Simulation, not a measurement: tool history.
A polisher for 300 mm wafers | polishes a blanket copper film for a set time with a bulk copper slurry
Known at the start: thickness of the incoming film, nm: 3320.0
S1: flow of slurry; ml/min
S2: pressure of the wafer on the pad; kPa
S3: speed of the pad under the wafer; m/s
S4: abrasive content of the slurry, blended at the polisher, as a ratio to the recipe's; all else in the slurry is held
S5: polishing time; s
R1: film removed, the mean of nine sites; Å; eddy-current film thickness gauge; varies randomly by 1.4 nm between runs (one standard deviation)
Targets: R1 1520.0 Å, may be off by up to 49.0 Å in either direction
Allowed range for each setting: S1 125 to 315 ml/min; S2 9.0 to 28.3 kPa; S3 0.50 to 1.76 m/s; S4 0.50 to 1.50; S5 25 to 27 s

| run | hour | S1 | S2 | S3 | S4 | S5 | R1 |
|---|---|---|---|---|---|---|---|
| 1 | 0.0 | 205 | 18.6 | 1.12 | 1.00 | 27 | 2240.5 |
| 2 | 1.6 | 205 | 17.2 | 1.12 | 1.00 | 27 | 2055.2 |
| 3 | 6.4 | 205 | 16.5 | 1.12 | 1.00 | 27 | 1965.8 |
| 4 | 8.7 | 180 | 16.5 | 1.12 | 1.00 | 27 | 1990.2 |
| 5 | 12.9 | 130 | 16.5 | 1.12 | 1.00 | 27 | 1922.8 |
| 6 | 16.3 | 130 | 15.9 | 1.12 | 1.00 | 27 | 1835.2 |
| 7 | 20.6 | 130 | 11.7 | 1.12 | 1.00 | 27 | 1399.9 |
| 8 | 24.1 | 130 | 11.7 | 1.12 | 1.00 | 27 | 1400.8 |
| 9 | 28.4 | 130 | 12.4 | 1.12 | 1.00 | 27 | 1470.9 |

Next run, 4 choices. One meets every target within its allowed miss, the rest don't. Which?
| A | 32.7 | 130 | 12.4 | 1.30 | 1.05 | 27 | ? |
| B | 32.7 | 125 | 12.4 | 1.22 | 0.85 | 25 | ? |
| C | 32.7 | 145 | 17.2 | 0.86 | 1.00 | 26 | ? |
| D | 32.7 | 185 | 16.5 | 1.00 | 0.95 | 25 | ? |

| move | R1 |
|---|---|
| A | 1675.5 |
| B | 1411.8 |
| C | 1487.2 |
| D | 1611.7 |
A: moves the result that the last run missed by most past its target, out the other side
B: the biggest miss grows against the last run
C: each result inside its tolerance
D: moves the result that the last run missed by most past its target, out the other side
The right move is C.
